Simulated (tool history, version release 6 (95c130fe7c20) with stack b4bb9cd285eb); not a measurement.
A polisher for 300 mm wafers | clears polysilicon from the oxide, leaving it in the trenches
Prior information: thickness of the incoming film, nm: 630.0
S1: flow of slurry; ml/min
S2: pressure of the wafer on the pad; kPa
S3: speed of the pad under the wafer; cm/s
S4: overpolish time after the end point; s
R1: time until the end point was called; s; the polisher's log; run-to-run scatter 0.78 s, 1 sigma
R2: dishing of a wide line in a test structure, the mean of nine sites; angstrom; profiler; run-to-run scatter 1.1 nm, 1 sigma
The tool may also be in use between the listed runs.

run,hour,S1,S2,S3,S4,R1,R2
1,0.0,300,13.8,124,9,56.650,500.09
2,7.9,300,12.4,124,10,61.516,492.62
3,12.3,300,12.4,124,13,62.473,584.87
4,13.9,300,11.7,124,13,66.227,556.11
5,17.0,300,11.7,124,10,66.175,495.41
# hour 18.3: head pressure recalibrated
6,18.3,300,11.7,124,8,62.543,448.23
7,20.6,300,11.0,124,9,67.487,470.35
8,24.7,300,10.3,124,10,70.697,463.03
9,32.0,300,10.3,124,10,70.856,459.25
10,38.5,300,10.3,124,10,70.992,488.71
11,41.9,300,9.7,124,10,76.455,458.18

Run 12 is up next; what results do you expect?
12,47.1,295,7.6,122,13,?,?

{"run 12": {"R1": 96.332, "R2": 456.63}}
